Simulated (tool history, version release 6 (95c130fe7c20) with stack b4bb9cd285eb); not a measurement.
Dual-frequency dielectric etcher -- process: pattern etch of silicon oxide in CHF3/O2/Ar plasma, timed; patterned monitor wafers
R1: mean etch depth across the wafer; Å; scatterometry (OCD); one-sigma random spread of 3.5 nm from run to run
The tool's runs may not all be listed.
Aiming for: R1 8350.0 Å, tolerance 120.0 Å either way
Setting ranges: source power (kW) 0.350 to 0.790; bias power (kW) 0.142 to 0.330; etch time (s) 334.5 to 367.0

run 1 hour=0.0 | source_power_(kW)=0.570 bias_power_(kW)=0.236 etch_time_(s)=367.0 | R1=7230.5
run 2 hour=6.4 | source_power_(kW)=0.520 bias_power_(kW)=0.236 etch_time_(s)=367.0 | R1=6994.8
run 3 hour=12.4 | source_power_(kW)=0.520 bias_power_(kW)=0.236 etch_time_(s)=367.0 | R1=7044.3
run 4 hour=19.2 | source_power_(kW)=0.430 bias_power_(kW)=0.236 etch_time_(s)=367.0 | R1=6593.2
run 5 hour=23.4 | source_power_(kW)=0.480 bias_power_(kW)=0.236 etch_time_(s)=367.0 | R1=6865.9
run 6 hour=30.7 | source_power_(kW)=0.480 bias_power_(kW)=0.204 etch_time_(s)=367.0 | R1=6526.2
run 7 hour=37.5 | source_power_(kW)=0.510 bias_power_(kW)=0.209 etch_time_(s)=367.0 | R1=6710.7
run 8 hour=39.6 | source_power_(kW)=0.540 bias_power_(kW)=0.213 etch_time_(s)=367.0 | R1=6848.4
run 9 hour=47.4 | source_power_(kW)=0.570 bias_power_(kW)=0.218 etch_time_(s)=367.0 | R1=7085.8
run 10 hour=47.9 | source_power_(kW)=0.590 bias_power_(kW)=0.220 etch_time_(s)=367.0 | R1=7117.8
run 11 hour=48.6 | source_power_(kW)=0.610 bias_power_(kW)=0.225 etch_time_(s)=367.0 | R1=7345.8
run 12 hour=53.1 | source_power_(kW)=0.630 bias_power_(kW)=0.226 etch_time_(s)=367.0 | R1=7395.0
run 13 hour=53.7 | source_power_(kW)=0.650 bias_power_(kW)=0.229 etch_time_(s)=367.0 | R1=7486.4
run 14 hour=59.0 | source_power_(kW)=0.670 bias_power_(kW)=0.232 etch_time_(s)=367.0 | R1=7570.0
run 15 hour=67.9 | source_power_(kW)=0.680 bias_power_(kW)=0.235 etch_time_(s)=367.0 | R1=7660.1
run 16 hour=72.3 | source_power_(kW)=0.690 bias_power_(kW)=0.238 etch_time_(s)=367.0 | R1=7683.8
run 17 hour=78.7 | source_power_(kW)=0.690 bias_power_(kW)=0.238 etch_time_(s)=367.0 | R1=7733.9
run 18 hour=82.6 | source_power_(kW)=0.700 bias_power_(kW)=0.240 etch_time_(s)=367.0 | R1=7783.8
run 19 hour=91.0 | source_power_(kW)=0.710 bias_power_(kW)=0.242 etch_time_(s)=367.0 | R1=7883.4
run 20 hour=98.1 | source_power_(kW)=0.720 bias_power_(kW)=0.243 etch_time_(s)=367.0 | R1=7911.5
run 21 hour=101.4 | source_power_(kW)=0.730 bias_power_(kW)=0.245 etch_time_(s)=367.0 | R1=7946.9
run 22 hour=107.8 | source_power_(kW)=0.740 bias_power_(kW)=0.247 etch_time_(s)=367.0 | R1=7966.8
run 23 hour=111.0 | source_power_(kW)=0.750 bias_power_(kW)=0.250 etch_time_(s)=367.0 | R1=8082.1

Exactly one of the 5 candidate moves below puts every result within its allowed miss. Which one?
run A hour=114.2 | source_power_(kW)=0.790 bias_power_(kW)=0.260 etch_time_(s)=367.0 | R1=?
run B hour=114.2 | source_power_(kW)=0.780 bias_power_(kW)=0.253 etch_time_(s)=347.0 | R1=?
run C hour=114.2 | source_power_(kW)=0.720 bias_power_(kW)=0.252 etch_time_(s)=355.5 | R1=?
run D hour=114.2 | source_power_(kW)=0.780 bias_power_(kW)=0.250 etch_time_(s)=349.5 | R1=?
run E hour=114.2 | source_power_(kW)=0.790 bias_power_(kW)=0.250 etch_time_(s)=354.0 | R1=?

move=A R1=8313.2
move=B R1=7759.2
move=C R1=7726.4
move=D R1=7785.9
move=E R1=7920.6
A: meets every target
B: moves away from the targets compared with the last run
C: moves away from the targets compared with the last run
D: moves away from the targets compared with the last run
E: moves away from the targets compared with the last run
Correct choice: A, which meets every target
